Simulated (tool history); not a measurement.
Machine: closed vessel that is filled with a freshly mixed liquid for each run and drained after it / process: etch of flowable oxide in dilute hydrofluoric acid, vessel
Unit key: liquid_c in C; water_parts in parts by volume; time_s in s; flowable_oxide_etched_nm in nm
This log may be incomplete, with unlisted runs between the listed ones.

run 1 hour=0.0 | liquid_c=23.0 water_parts=230 time_s=165 | flowable_oxide_etched_nm=13.235
run 2 hour=0.9 | liquid_c=24.5 water_parts=220 time_s=165 | flowable_oxide_etched_nm=14.946
run 3 hour=7.2 | liquid_c=26.0 water_parts=215 time_s=165 | flowable_oxide_etched_nm=15.814
run 4 hour=10.1 | liquid_c=24.5 water_parts=215 time_s=165 | flowable_oxide_etched_nm=15.211
run 5 hour=17.7 | liquid_c=24.5 water_parts=215 time_s=180 | flowable_oxide_etched_nm=16.394
run 6 hour=23.2 | liquid_c=27.5 water_parts=215 time_s=180 | flowable_oxide_etched_nm=18.194

For run 7, what comes out?
run 7 hour=24.1 | liquid_c=28.0 water_parts=210 time_s=180 | flowable_oxide_etched_nm=?

Logged for run 7: flowable_oxide_etched_nm 19.352 nm.
